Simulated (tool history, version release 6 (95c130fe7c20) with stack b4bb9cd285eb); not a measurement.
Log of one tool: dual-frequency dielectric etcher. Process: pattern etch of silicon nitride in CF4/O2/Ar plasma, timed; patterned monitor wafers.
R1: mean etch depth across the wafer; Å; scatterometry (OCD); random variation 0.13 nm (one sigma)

{"run": 1, "hour": 0.0, "source power (kW)": 0.52, "bias power (kW)": 0.049, "Ar flow (sccm)": 95, "CF4 flow (sccm)": 80, "etch time (s)": 11, "R1": 215.62}
{"run": 2, "hour": 8.1, "source power (kW)": 0.52, "bias power (kW)": 0.049, "Ar flow (sccm)": 86, "CF4 flow (sccm)": 80, "etch time (s)": 11, "R1": 219.35}
{"run": 3, "hour": 13.2, "source power (kW)": 0.52, "bias power (kW)": 0.049, "Ar flow (sccm)": 78, "CF4 flow (sccm)": 80, "etch time (s)": 11, "R1": 222.21}
{"run": 4, "hour": 15.1, "source power (kW)": 0.56, "bias power (kW)": 0.049, "Ar flow (sccm)": 78, "CF4 flow (sccm)": 80, "etch time (s)": 11, "R1": 241.8}
{"run": 5, "hour": 19.9, "source power (kW)": 0.51, "bias power (kW)": 0.049, "Ar flow (sccm)": 78, "CF4 flow (sccm)": 80, "etch time (s)": 11, "R1": 220.39}
{"run": 6, "hour": 21.8, "source power (kW)": 0.55, "bias power (kW)": 0.049, "Ar flow (sccm)": 78, "CF4 flow (sccm)": 80, "etch time (s)": 11, "R1": 237.24}
{"run": 7, "hour": 25.8, "source power (kW)": 0.57, "bias power (kW)": 0.049, "Ar flow (sccm)": 78, "CF4 flow (sccm)": 80, "etch time (s)": 11, "R1": 244.11}
{"run": 8, "hour": 32.0, "source power (kW)": 0.59, "bias power (kW)": 0.049, "Ar flow (sccm)": 78, "CF4 flow (sccm)": 80, "etch time (s)": 11, "R1": 252.07}

The next listed run, before its measurement:
{"run": 9, "hour": 39.9, "source power (kW)": 0.59, "bias power (kW)": 0.049, "Ar flow (sccm)": 78, "CF4 flow (sccm)": 80, "etch time (s)": 11, "R1": "?"}

R1: 253.1 Å

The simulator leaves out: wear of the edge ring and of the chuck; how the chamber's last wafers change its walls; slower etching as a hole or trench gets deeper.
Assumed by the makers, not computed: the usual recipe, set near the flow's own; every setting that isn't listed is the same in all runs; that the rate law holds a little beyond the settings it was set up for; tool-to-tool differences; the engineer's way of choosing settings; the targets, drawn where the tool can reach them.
